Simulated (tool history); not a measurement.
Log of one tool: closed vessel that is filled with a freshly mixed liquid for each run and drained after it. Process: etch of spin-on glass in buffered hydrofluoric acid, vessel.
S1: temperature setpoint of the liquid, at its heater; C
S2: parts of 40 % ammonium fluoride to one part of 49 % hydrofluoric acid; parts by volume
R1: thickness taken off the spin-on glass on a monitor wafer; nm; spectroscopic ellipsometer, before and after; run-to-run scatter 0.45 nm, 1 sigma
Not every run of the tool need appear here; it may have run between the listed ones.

run 1 hour=0.0 | S1=21.0 S2=22.5 time_in_the_liquid_(s)=35 | R1=43.090
run 2 hour=2.1 | S1=21.0 S2=25.0 time_in_the_liquid_(s)=35 | R1=40.626
run 3 hour=8.5 | S1=22.0 S2=25.0 time_in_the_liquid_(s)=35 | R1=42.230
run 4 hour=17.5 | S1=19.0 S2=25.0 time_in_the_liquid_(s)=35 | R1=35.089
run 5 hour=18.5 | S1=21.5 S2=25.0 time_in_the_liquid_(s)=35 | R1=41.213
run 6 hour=22.4 | S1=21.5 S2=30.0 time_in_the_liquid_(s)=35 | R1=36.136
run 7 hour=25.7 | S1=25.5 S2=29.0 time_in_the_liquid_(s)=35 | R1=45.985

For run 8, what comes out?
run 8 hour=30.8 | S1=26.0 S2=29.0 time_in_the_liquid_(s)=35 | R1=?

R1: 47.919 nm

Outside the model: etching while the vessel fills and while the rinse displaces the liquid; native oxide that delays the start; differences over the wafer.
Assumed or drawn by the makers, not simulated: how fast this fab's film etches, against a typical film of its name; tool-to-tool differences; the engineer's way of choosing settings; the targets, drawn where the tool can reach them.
